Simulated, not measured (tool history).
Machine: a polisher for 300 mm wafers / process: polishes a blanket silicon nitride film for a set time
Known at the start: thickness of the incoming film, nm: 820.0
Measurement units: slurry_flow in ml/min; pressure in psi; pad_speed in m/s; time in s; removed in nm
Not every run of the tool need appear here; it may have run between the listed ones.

run 1 day=0.000 | slurry_flow=185 pressure=3.9 pad_speed=0.88 time=85 | removed=142.41
run 2 day=0.317 | slurry_flow=185 pressure=4.1 pad_speed=0.88 time=85 | removed=148.01
run 3 day=0.488 | slurry_flow=185 pressure=4.5 pad_speed=0.88 time=85 | removed=165.66
run 4 day=0.754 | slurry_flow=185 pressure=4.5 pad_speed=0.66 time=85 | removed=125.79
run 5 day=0.917 | slurry_flow=145 pressure=4.5 pad_speed=0.66 time=85 | removed=118.27
run 6 day=1.054 | slurry_flow=165 pressure=4.9 pad_speed=0.66 time=85 | removed=137.05
run 7 day=1.096 | slurry_flow=180 pressure=5.1 pad_speed=0.66 time=85 | removed=146.47
run 8 day=1.317 | slurry_flow=180 pressure=5.1 pad_speed=0.66 time=85 | removed=146.22
run 9 day=1.488 | slurry_flow=190 pressure=5.3 pad_speed=0.66 time=85 | removed=148.20

What does the tool deliver on the next run?
run 10 day=1.621 | slurry_flow=190 pressure=5.5 pad_speed=0.66 time=85 | removed=?

Run 10 measured removed 154.22 nm.
